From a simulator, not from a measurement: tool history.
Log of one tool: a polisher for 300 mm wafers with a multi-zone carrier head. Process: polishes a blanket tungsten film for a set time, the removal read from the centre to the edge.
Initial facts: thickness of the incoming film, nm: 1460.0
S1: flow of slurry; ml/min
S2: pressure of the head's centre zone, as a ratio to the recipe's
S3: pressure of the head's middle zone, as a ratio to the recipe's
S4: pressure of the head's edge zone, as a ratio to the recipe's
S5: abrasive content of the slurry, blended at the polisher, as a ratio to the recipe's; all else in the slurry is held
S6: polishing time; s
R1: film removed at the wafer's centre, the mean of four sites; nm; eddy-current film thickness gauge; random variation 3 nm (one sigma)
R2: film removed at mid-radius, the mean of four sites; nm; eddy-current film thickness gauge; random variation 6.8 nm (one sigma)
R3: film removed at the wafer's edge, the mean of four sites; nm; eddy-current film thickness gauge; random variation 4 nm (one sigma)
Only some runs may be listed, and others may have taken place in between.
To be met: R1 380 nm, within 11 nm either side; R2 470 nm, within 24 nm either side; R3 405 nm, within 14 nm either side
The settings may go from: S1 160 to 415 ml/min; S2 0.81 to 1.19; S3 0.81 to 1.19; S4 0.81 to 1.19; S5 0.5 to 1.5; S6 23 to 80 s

run 1 day=0 | S1=265 S2=1 S3=1 S4=1 S5=1 S6=51 | R1=303.16 R2=296.12 R3=306.48
run 2 day=0.325 | S1=265 S2=0.94 S3=1 S4=1 S5=1 S6=51 | R1=291.23 R2=291.09 R3=308.45
run 3 day=0.625 | S1=265 S2=1.01 S3=1 S4=1 S5=1 S6=51 | R1=308.81 R2=302.47 R3=305.03
run 4 day=0.888 | S1=265 S2=1 S3=1.03 S4=1 S5=1.1 S6=52 | R1=313.02 R2=306.06 R3=322.83
-- day=1.125 edge zone pressure recalibrated
run 5 day=1.125 | S1=265 S2=1 S3=1.03 S4=1 S5=1.25 S6=52 | R1=327.84 R2=331.56 R3=320.46
run 6 day=1.196 | S1=275 S2=0.98 S3=1.06 S4=0.99 S5=1.3 S6=54 | R1=335.82 R2=356.75 R3=334.75
run 7 day=1.296 | S1=285 S2=0.98 S3=1.08 S4=1 S5=1.35 S6=55 | R1=353.71 R2=367.4 R3=339.99
run 8 day=1.4 | S1=270 S2=0.96 S3=1.09 S4=0.99 S5=1.35 S6=57 | R1=354.76 R2=390.86 R3=357.62
run 9 day=1.442 | S1=265 S2=0.95 S3=1.1 S4=0.99 S5=1.35 S6=58 | R1=355.98 R2=393.04 R3=364.72
run 10 day=1.533 | S1=265 S2=0.94 S3=1.11 S4=0.99 S5=1.35 S6=59 | R1=358.84 R2=403.58 R3=367.82

Which one of the following 5 next-run settings gets every result inside its allowed miss? There is exactly one.
run A day=1.625 | S1=235 S2=0.94 S3=1.15 S4=1 S5=1.25 S6=61 | R1=? R2=? R3=?
run B day=1.625 | S1=235 S2=1.1 S3=1.05 S4=1.04 S5=1.5 S6=55 | R1=? R2=? R3=?
run C day=1.625 | S1=230 S2=0.84 S3=1.19 S4=0.99 S5=1.35 S6=65 | R1=? R2=? R3=?
run D day=1.625 | S1=300 S2=0.92 S3=1.19 S4=0.93 S5=1.5 S6=61 | R1=? R2=? R3=?
run E day=1.625 | S1=280 S2=0.87 S3=1.16 S4=0.97 S5=1.3 S6=66 | R1=? R2=? R3=?

move=A R1=361.21 R2=409.03 R3=374.07
move=B R1=388.13 R2=356.97 R3=360.46
move=C R1=357.25 R2=456.53 R3=403.3
move=D R1=384.09 R2=454.42 R3=386.73
move=E R1=379.86 R2=460.45 R3=409.47
A: closes in on the targets versus the last run, not all within tolerance yet
B: lands further from the targets than the last run did
C: puts the biggest miss on target and leaves a different result outside tolerance
D: puts the biggest miss on target and leaves a different result outside tolerance
E: in spec on every target
Go with E: it meets all targets.
